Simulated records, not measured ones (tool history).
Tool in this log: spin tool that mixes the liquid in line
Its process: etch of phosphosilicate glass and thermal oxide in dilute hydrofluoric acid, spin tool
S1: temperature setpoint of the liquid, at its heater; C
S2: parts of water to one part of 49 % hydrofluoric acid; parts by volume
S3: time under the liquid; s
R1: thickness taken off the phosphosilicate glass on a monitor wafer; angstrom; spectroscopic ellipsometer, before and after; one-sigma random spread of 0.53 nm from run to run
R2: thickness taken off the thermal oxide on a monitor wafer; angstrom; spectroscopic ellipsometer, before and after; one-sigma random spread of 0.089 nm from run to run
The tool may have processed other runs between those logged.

run,hour,S1,S2,S3,R1,R2
1,0.0,23.0,180,30,267.33,6.6332
2,4.8,23.0,180,20,178.04,4.3223
3,6.2,23.0,120,20,284.93,7.9739
4,11.0,23.0,120,15,211.21,5.3240
5,15.0,23.0,120,25,353.34,8.9978
# hour 17.4: hydrofluoric acid flow meter replaced
6,17.4,25.0,105,25,403.96,11.0280
7,20.0,26.0,90,25,498.61,12.7960
8,23.9,27.0,85,25,551.45,15.2380
9,24.8,28.0,85,25,574.48,14.4890
10,30.0,28.5,55,25,946.03,24.6310

What does the tool deliver on the next run?
11,36.8,27.0,55,25,?,?

Run 11 gave R1 893.53 angstrom, R2 24.0480 angstrom.
